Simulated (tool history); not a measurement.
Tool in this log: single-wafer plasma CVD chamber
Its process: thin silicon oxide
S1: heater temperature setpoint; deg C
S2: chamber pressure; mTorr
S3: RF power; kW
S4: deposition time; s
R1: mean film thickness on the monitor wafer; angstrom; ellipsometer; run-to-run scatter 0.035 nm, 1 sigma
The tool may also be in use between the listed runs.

run  hour   S1   S2    S3    S4      R1
  1     0  380  711  0.24   5.3  78.524
  2   3.4  380  753  0.24   5.3  83.056
  3  12.2  380  787  0.24   5.3  86.472
  4  20.5  380  873  0.24   5.3  95.419
  5  24.2  380  873  0.24  5.48  97.308
  6  27.8  380  873  0.21  5.48  90.343

Run 7 comes next. What will it give?
  7  34.8  380  963  0.21  5.48   ?

Run 7 measured R1 98.624 angstrom.
